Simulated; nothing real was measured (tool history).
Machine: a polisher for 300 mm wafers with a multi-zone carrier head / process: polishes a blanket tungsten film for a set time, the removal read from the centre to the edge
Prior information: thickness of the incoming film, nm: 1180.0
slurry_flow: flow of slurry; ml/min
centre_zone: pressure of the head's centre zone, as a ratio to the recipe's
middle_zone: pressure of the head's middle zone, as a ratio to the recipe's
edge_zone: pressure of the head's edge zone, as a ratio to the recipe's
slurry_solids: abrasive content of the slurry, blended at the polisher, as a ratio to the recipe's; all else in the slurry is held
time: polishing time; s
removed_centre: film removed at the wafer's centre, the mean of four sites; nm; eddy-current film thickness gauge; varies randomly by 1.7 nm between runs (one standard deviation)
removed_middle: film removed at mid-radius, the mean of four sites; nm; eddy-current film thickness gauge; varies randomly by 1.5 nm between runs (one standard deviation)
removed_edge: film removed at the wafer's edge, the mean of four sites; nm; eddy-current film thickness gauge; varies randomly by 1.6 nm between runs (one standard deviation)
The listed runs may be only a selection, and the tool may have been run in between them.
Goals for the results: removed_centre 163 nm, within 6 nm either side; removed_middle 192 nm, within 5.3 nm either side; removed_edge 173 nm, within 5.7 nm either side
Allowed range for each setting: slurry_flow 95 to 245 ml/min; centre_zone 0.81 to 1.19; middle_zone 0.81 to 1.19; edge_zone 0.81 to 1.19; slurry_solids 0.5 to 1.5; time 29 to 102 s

Run 1, hour 0: slurry_flow 155 ml/min, centre_zone 1, middle_zone 1, edge_zone 1, slurry_solids 1, time 65 s. Result: removed_centre 325.51 nm, removed_middle 321.93 nm, removed_edge 331.45 nm.
Run 2, hour 1.5: slurry_flow 150 ml/min, centre_zone 0.97, middle_zone 1.01, edge_zone 0.96, slurry_solids 0.9, time 58 s. Result: removed_centre 268.59 nm, removed_middle 280.48 nm, removed_edge 283.83 nm.
Run 3, hour 9.6: slurry_flow 135 ml/min, centre_zone 0.97, middle_zone 1.01, edge_zone 0.96, slurry_solids 0.9, time 58 s. Result: removed_centre 254.87 nm, removed_middle 275.26 nm, removed_edge 275.45 nm.
Run 4, hour 15.4: slurry_flow 135 ml/min, centre_zone 0.97, middle_zone 1.01, edge_zone 0.9, slurry_solids 0.9, time 58 s. Result: removed_centre 257.8 nm, removed_middle 273.75 nm, removed_edge 264.74 nm.
Run 5, hour 22.4: slurry_flow 130 ml/min, centre_zone 0.96, middle_zone 1.02, edge_zone 0.88, slurry_solids 0.8, time 54 s. Result: removed_centre 232.72 nm, removed_middle 248.71 nm, removed_edge 237.15 nm.
Run 6, hour 30.6: slurry_flow 125 ml/min, centre_zone 0.94, middle_zone 1.03, edge_zone 0.86, slurry_solids 0.75, time 51 s. Result: removed_centre 208.15 nm, removed_middle 227.67 nm, removed_edge 219.54 nm.
Run 7, hour 36.9: slurry_flow 120 ml/min, centre_zone 0.94, middle_zone 1.05, edge_zone 0.85, slurry_solids 0.7, time 49 s. Result: removed_centre 196.51 nm, removed_middle 218.46 nm, removed_edge 206.21 nm.
Run 8, hour 40: slurry_flow 120 ml/min, centre_zone 0.94, middle_zone 1.06, edge_zone 0.84, slurry_solids 0.65, time 48 s. Result: removed_centre 187.72 nm, removed_middle 214.96 nm, removed_edge 195.98 nm.
Run 9, hour 44.1: slurry_flow 110 ml/min, centre_zone 0.91, middle_zone 1.04, edge_zone 0.81, slurry_solids 0.5, time 44 s. Result: removed_centre 152.67 nm, removed_middle 177.26 nm, removed_edge 162.58 nm.
Run 10, hour 47.3: slurry_flow 120 ml/min, centre_zone 0.91, middle_zone 1.04, edge_zone 0.82, slurry_solids 0.5, time 44 s. Result: removed_centre 157.38 nm, removed_middle 183.64 nm, removed_edge 169.95 nm.
At hour 52: slurry nozzle cleaned.
Run 11, hour 52: slurry_flow 140 ml/min, centre_zone 0.92, middle_zone 1.07, edge_zone 0.81, slurry_solids 0.5, time 43 s. Result: removed_centre 172.62 nm, removed_middle 203.51 nm, removed_edge 176.07 nm.
Run 12, hour 52.8: slurry_flow 135 ml/min, centre_zone 0.92, middle_zone 1.07, edge_zone 0.82, slurry_solids 0.5, time 43 s. Result: removed_centre 171.17 nm, removed_middle 201.89 nm, removed_edge 175.75 nm.
Run 13, hour 58.6: slurry_flow 130 ml/min, centre_zone 0.92, middle_zone 1.07, edge_zone 0.83, slurry_solids 0.5, time 43 s. Result: removed_centre 170.49 nm, removed_middle 197.73 nm, removed_edge 177.8 nm.

5 candidate next runs follow, results not yet known. Just one meets every target within its allowed miss. Identify it.
Run A, hour 64.4: slurry_flow 125 ml/min, centre_zone 1, middle_zone 0.98, edge_zone 0.84, slurry_solids 0.5, time 44 s. Result: removed_centre ?, removed_middle ?, removed_edge ?.
Run B, hour 64.4: slurry_flow 100 ml/min, centre_zone 0.9, middle_zone 1.05, edge_zone 0.81, slurry_solids 0.5, time 45 s. Result: removed_centre ?, removed_middle ?, removed_edge ?.
Run C, hour 64.4: slurry_flow 135 ml/min, centre_zone 0.81, middle_zone 1.05, edge_zone 0.82, slurry_solids 0.5, time 42 s. Result: removed_centre ?, removed_middle ?, removed_edge ?.
Run D, hour 64.4: slurry_flow 110 ml/min, centre_zone 0.81, middle_zone 1.05, edge_zone 0.81, slurry_solids 0.5, time 44 s. Result: removed_centre ?, removed_middle ?, removed_edge ?.
Run E, hour 64.4: slurry_flow 120 ml/min, centre_zone 0.9, middle_zone 1.06, edge_zone 0.88, slurry_solids 0.5, time 45 s. Result: removed_centre ?, removed_middle ?, removed_edge ?.

move  removed_centre  removed_middle  removed_edge
   A          186.88          184.45        182.11
   B          161.66           188.3        175.66
   C          149.82          190.18           174
   D          148.08          189.37        175.01
   E          171.39          199.67        188.65
A: misses by more than the last run did
B: every result within its allowed miss
C: takes the biggest miss from the last run beyond its target
D: takes the biggest miss from the last run beyond its target
E: misses by more than the last run did
B is the move that brings every result within its allowed miss.
